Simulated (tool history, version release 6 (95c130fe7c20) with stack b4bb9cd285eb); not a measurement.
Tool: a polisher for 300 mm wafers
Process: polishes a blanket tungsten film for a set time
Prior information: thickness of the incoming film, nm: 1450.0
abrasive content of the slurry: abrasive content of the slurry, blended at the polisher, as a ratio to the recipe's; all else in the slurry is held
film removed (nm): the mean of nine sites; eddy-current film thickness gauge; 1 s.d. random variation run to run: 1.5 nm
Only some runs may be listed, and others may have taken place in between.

run,hour,flow of slurry (ml/min),pressure of the wafer on the pad (kPa),speed of the pad under the wafer (m/s),abrasive content of the slurry,polishing time (s),film removed (nm)
1,0.0,130,24.1,0.84,1.0,55,183.07
2,5.2,130,24.1,0.84,1.0,58,189.53
3,7.2,115,24.1,0.84,1.0,58,187.66
4,9.2,115,22.1,0.84,1.0,58,166.97
5,15.5,115,22.1,0.94,1.0,58,189.38
6,19.2,115,22.1,0.94,1.0,58,188.03
7,20.0,110,20.0,0.94,1.0,58,169.60
8,24.8,105,18.6,0.94,1.0,58,156.96
9,30.3,105,17.9,0.94,1.0,58,149.98
10,31.9,105,17.2,0.94,1.0,58,144.91

Forecast run 11:
11,33.2,105,16.5,0.94,1.0,58,?

film removed (nm): 137.15
